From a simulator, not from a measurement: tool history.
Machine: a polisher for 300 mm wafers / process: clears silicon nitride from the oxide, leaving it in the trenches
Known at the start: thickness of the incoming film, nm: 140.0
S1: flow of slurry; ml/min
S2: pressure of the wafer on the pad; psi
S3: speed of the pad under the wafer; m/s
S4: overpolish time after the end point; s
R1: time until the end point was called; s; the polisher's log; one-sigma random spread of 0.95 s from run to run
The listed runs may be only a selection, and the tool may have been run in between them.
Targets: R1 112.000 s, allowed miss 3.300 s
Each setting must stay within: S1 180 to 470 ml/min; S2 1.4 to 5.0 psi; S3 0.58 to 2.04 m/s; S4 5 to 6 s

run,hour,S1,S2,S3,S4,R1
1,0.0,300,3.2,1.30,6,80.918
2,8.3,300,3.2,1.16,6,91.885
3,16.1,350,3.2,1.16,6,91.199
4,17.8,350,3.0,1.16,6,94.253
5,25.8,305,3.0,1.16,6,94.483
6,27.9,305,2.8,1.16,6,98.437
7,31.5,305,2.6,1.16,6,104.960
8,32.9,305,2.5,1.16,6,107.180

Exactly one of the 5 candidate moves below puts every result within its allowed miss. Which one?
A,34.3,265,2.4,1.16,5,?
B,34.3,185,2.8,1.24,6,?
C,34.3,295,2.8,1.14,6,?
D,34.3,260,2.5,1.28,6,?
E,34.3,295,2.9,1.14,6,?

move,R1
A,113.060
B,100.430
C,102.310
D,100.230
E,99.821
A: each result inside its tolerance
B: its largest miss is bigger than the last run's
C: its largest miss is bigger than the last run's
D: its largest miss is bigger than the last run's
E: its largest miss is bigger than the last run's
Move A is the one to make.
